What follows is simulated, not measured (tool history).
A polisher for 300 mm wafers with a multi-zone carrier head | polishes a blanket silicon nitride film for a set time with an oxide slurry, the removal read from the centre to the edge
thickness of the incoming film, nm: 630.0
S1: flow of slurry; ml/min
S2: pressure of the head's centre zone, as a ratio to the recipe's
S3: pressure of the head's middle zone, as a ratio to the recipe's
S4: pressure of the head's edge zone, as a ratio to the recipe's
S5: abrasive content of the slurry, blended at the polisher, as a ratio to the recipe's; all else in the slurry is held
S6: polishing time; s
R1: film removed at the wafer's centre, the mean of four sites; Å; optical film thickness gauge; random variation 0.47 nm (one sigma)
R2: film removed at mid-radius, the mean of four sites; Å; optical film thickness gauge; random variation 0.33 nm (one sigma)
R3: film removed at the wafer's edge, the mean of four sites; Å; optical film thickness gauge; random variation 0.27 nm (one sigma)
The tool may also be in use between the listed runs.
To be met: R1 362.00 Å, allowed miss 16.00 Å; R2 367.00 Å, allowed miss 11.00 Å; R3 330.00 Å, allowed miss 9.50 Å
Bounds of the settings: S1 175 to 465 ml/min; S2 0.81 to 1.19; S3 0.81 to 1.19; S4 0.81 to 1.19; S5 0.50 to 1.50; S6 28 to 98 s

{"run": 1, "hour": 0.0, "S1": 295, "S2": 1.0, "S3": 1.0, "S4": 1.0, "S5": 1.0, "S6": 63, "R1": 374.42, "R2": 419.59, "R3": 402.42}
{"run": 2, "hour": 0.9, "S1": 295, "S2": 1.01, "S3": 1.0, "S4": 0.97, "S5": 0.95, "S6": 63, "R1": 373.72, "R2": 406.64, "R3": 396.37}
{"run": 3, "hour": 3.1, "S1": 295, "S2": 1.01, "S3": 1.0, "S4": 0.97, "S5": 0.75, "S6": 63, "R1": 335.36, "R2": 367.97, "R3": 348.83}
{"run": 4, "hour": 10.5, "S1": 295, "S2": 1.03, "S3": 1.01, "S4": 0.95, "S5": 0.75, "S6": 63, "R1": 331.49, "R2": 369.44, "R3": 345.8}
{"run": 5, "hour": 12.5, "S1": 295, "S2": 1.03, "S3": 1.01, "S4": 0.95, "S5": 0.55, "S6": 63, "R1": 282.75, "R2": 316.48, "R3": 293.59}
{"run": 6, "hour": 16.8, "S1": 295, "S2": 1.03, "S3": 1.05, "S4": 0.95, "S5": 0.55, "S6": 63, "R1": 284.5, "R2": 323.73, "R3": 294.2}
{"run": 7, "hour": 18.8, "S1": 305, "S2": 1.06, "S3": 1.06, "S4": 0.96, "S5": 0.6, "S6": 63, "R1": 311.94, "R2": 342.62, "R3": 314.23}
{"hour": 27.5, "done": "centre zone pressure recalibrated"}
{"run": 8, "hour": 27.5, "S1": 390, "S2": 1.14, "S3": 1.08, "S4": 0.92, "S5": 0.6, "S6": 63, "R1": 362.25, "R2": 359.56, "R3": 309.19}
{"run": 9, "hour": 30.1, "S1": 390, "S2": 1.14, "S3": 1.08, "S4": 0.94, "S5": 0.6, "S6": 63, "R1": 367.16, "R2": 358.95, "R3": 310.85}
{"run": 10, "hour": 38.1, "S1": 385, "S2": 1.13, "S3": 1.08, "S4": 0.96, "S5": 0.6, "S6": 63, "R1": 366.91, "R2": 358.97, "R3": 317.3}
{"run": 11, "hour": 42.4, "S1": 385, "S2": 1.12, "S3": 1.08, "S4": 0.97, "S5": 0.6, "S6": 63, "R1": 364.89, "R2": 355.37, "R3": 320.94}
{"run": 12, "hour": 50.1, "S1": 385, "S2": 1.11, "S3": 1.09, "S4": 0.97, "S5": 0.6, "S6": 63, "R1": 364.64, "R2": 357.04, "R3": 318.37}
{"run": 13, "hour": 54.8, "S1": 380, "S2": 1.1, "S3": 1.1, "S4": 0.98, "S5": 0.6, "S6": 63, "R1": 359.17, "R2": 369.21, "R3": 319.11}
{"run": 14, "hour": 60.4, "S1": 375, "S2": 1.1, "S3": 1.1, "S4": 0.99, "S5": 0.6, "S6": 63, "R1": 351.09, "R2": 363.59, "R3": 314.77}

Which of these 4 next moves meets every target?
{"run": "A", "hour": 66.0, "S1": 350, "S2": 1.15, "S3": 1.19, "S4": 0.96, "S5": 0.5, "S6": 70, "R1": "?", "R2": "?", "R3": "?"}
{"run": "B", "hour": 66.0, "S1": 290, "S2": 1.07, "S3": 0.99, "S4": 0.98, "S5": 0.65, "S6": 63, "R1": "?", "R2": "?", "R3": "?"}
{"run": "C", "hour": 66.0, "S1": 345, "S2": 1.05, "S3": 1.08, "S4": 0.93, "S5": 0.6, "S6": 63, "R1": "?", "R2": "?", "R3": "?"}
{"run": "D", "hour": 66.0, "S1": 375, "S2": 1.09, "S3": 1.09, "S4": 1.02, "S5": 0.6, "S6": 64, "R1": "?", "R2": "?", "R3": "?"}

move=A R1=382.53 R2=388.28 R3=310.97
move=B R1=362.73 R2=339.55 R3=323.19
move=C R1=347.65 R2=356.30 R3=306.46
move=D R1=369.68 R2=367.36 R3=325.59
A: further off than the last run
B: brings the result that was furthest off to its target, and leaves another outside
C: further off than the last run
D: meets every target
The right move is D.
